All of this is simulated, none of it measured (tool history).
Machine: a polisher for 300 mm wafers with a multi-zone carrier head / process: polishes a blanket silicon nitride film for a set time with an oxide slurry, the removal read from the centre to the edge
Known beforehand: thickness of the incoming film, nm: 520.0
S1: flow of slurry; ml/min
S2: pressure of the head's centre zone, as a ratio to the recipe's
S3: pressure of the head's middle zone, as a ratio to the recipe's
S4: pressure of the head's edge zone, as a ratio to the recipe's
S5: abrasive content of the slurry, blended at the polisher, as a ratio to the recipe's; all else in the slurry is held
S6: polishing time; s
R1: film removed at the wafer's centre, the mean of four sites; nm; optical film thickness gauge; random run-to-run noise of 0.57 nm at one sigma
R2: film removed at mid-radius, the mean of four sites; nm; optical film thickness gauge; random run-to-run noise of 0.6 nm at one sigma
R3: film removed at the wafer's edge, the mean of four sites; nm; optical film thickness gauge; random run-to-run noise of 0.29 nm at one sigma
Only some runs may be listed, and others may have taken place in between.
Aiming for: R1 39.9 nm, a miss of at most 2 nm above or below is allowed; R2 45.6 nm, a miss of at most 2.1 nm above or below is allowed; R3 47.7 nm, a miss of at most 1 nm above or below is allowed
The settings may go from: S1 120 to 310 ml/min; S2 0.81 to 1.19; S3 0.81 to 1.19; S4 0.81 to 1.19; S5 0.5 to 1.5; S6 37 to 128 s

run    day   S1    S2    S3    S4    S5   S6      R1      R2      R3
  1      0  200     1     1     1     1   82  71.452  72.626  75.288
  2  0.279  200     1     1     1   0.9   82  67.881   68.55  71.568
  3  0.458  190  0.95  0.99  0.96  0.75   79   55.46  58.454  60.296
  4  0.746  190  0.95  0.99  0.96  0.75  100  71.633  74.345  76.105
  5  0.888  190  0.95  0.99     1  0.75  100  71.201  73.074  77.447
  6  1.029  190  0.95  0.99  0.96  0.75  100  71.219  73.911  76.365
  7  1.175  175  0.91  0.97  0.93  0.65   94   57.89  61.783  64.052
  8  1.492  175  0.91  0.97  0.93  0.65   94  57.221  61.622  63.993
  9  1.742  165  0.89  0.95   0.9   0.6   92   51.69  56.272  57.448
 10  1.912  165  0.89  0.95   0.9   0.6   92  52.301  55.802  57.583
 11  2.079  130  0.81  0.92  0.86   0.5   81  33.908  40.187   42.02
 12  2.379  155  0.81  0.92  0.87   0.5   81  35.026  40.351  43.175
 13  2.738  175  0.82  0.94  0.88   0.5   81  36.979  42.115  44.155
 14  3.079  185  0.83  0.96   0.9   0.5   80  36.905  42.327  43.696
 15  3.388  180  0.84  0.97  0.93   0.5   80  36.482  42.451  44.613
 16  3.692  190  0.85  0.98  0.94   0.5   80  37.529  43.992  45.133
 17  3.854  195  0.86  0.98  0.96   0.5   80  38.495  44.495  45.747
 18  3.958  195  0.87  0.98  0.98   0.5   80  38.545  43.665  46.354
 19  4.308  195  0.88  0.99  0.99   0.5   80  39.038  44.168  46.366
 20  4.675  200  0.88     1     1   0.5   80  40.243  44.945  46.875
 21  4.979  200  0.88  1.01  1.01   0.5   80   39.39  44.849  46.476

Which single option among these 5 for the next run brings every result within its allowed miss of target? Just one does.
  A  5.283  170  0.91  1.04   1.1   0.5  80   ?   ?   ?
  B  5.283  200  0.96  1.04  1.13   0.5  74   ?   ?   ?
  C  5.283  240  0.87  1.04  0.99  0.55  72   ?   ?   ?
  D  5.283  225  0.87  1.06  1.12   0.6  64   ?   ?   ?
  E  5.283  190  0.95     1     1   0.6  67   ?   ?   ?

move      R1      R2      R3
   A  39.676  44.523  47.762
   B  39.602  41.992  45.424
   C  38.559  45.076  45.506
   D  36.352  43.211  45.602
   E  40.684  42.225  44.613
A: each result inside its tolerance
B: the biggest miss grows against the last run
C: the biggest miss grows against the last run
D: the biggest miss grows against the last run
E: the biggest miss grows against the last run
A is the move that brings every result within its allowed miss.
